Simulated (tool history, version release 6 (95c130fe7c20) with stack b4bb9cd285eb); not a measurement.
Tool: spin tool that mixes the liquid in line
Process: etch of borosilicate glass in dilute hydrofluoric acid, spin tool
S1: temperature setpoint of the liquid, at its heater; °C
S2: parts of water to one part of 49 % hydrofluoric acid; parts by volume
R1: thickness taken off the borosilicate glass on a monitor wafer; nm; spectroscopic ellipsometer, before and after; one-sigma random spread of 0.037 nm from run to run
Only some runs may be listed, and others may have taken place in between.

run 1 day=0 | S1=25 S2=95 time_under_the_liquid_(s)=15 | R1=8.2136
run 2 day=0.271 | S1=25 S2=65 time_under_the_liquid_(s)=15 | R1=12.268
run 3 day=0.3 | S1=24 S2=75 time_under_the_liquid_(s)=15 | R1=10.224
run 4 day=0.446 | S1=23 S2=85 time_under_the_liquid_(s)=15 | R1=8.5697
run 5 day=0.575 | S1=23 S2=85 time_under_the_liquid_(s)=15 | R1=8.4933
run 6 day=0.608 | S1=25.5 S2=85 time_under_the_liquid_(s)=15 | R1=9.4303
run 7 day=0.646 | S1=24 S2=95 time_under_the_liquid_(s)=15 | R1=7.9741
run 8 day=0.704 | S1=23 S2=100 time_under_the_liquid_(s)=15 | R1=7.1625
run 9 day=0.892 | S1=22 S2=105 time_under_the_liquid_(s)=15 | R1=6.5023
run 10 day=1.092 | S1=21 S2=110 time_under_the_liquid_(s)=15 | R1=5.9595
-- day=1.367 hydrofluoric acid flow meter replaced
run 11 day=1.367 | S1=17 S2=145 time_under_the_liquid_(s)=15 | R1=3.3218

Expected results for the next run?
run 12 day=1.575 | S1=17.5 S2=145 time_under_the_liquid_(s)=15 | R1=?

{"run 12": {"R1": 3.366}}

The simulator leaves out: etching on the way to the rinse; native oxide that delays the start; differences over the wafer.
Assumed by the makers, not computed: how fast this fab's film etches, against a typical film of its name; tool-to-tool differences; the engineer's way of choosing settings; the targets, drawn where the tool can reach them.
